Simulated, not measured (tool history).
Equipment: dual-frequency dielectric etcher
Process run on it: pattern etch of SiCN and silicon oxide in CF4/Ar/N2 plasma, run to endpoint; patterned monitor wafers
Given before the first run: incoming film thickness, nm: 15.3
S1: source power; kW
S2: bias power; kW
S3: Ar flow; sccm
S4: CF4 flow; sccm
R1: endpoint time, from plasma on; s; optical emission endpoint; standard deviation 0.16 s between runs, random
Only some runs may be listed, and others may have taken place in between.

Run 1, hour 0.0: S1 0.550 kW, S2 0.053 kW, S3 136 sccm, S4 73 sccm. Result: R1 17.873 s.
Run 2, hour 4.7: S1 0.550 kW, S2 0.053 kW, S3 115 sccm, S4 73 sccm. Result: R1 17.645 s.
Run 3, hour 13.5: S1 0.530 kW, S2 0.053 kW, S3 115 sccm, S4 73 sccm. Result: R1 18.029 s.
Run 4, hour 20.0: S1 0.510 kW, S2 0.053 kW, S3 115 sccm, S4 73 sccm. Result: R1 18.544 s.
Run 5, hour 23.1: S1 0.500 kW, S2 0.053 kW, S3 115 sccm, S4 73 sccm. Result: R1 18.844 s.
Run 6, hour 31.7: S1 0.490 kW, S2 0.053 kW, S3 115 sccm, S4 73 sccm. Result: R1 19.223 s.

What does the tool deliver on the next run?
Run 7, hour 39.8: S1 0.480 kW, S2 0.053 kW, S3 115 sccm, S4 73 sccm. Result: R1 ?.

R1: 19.534 s

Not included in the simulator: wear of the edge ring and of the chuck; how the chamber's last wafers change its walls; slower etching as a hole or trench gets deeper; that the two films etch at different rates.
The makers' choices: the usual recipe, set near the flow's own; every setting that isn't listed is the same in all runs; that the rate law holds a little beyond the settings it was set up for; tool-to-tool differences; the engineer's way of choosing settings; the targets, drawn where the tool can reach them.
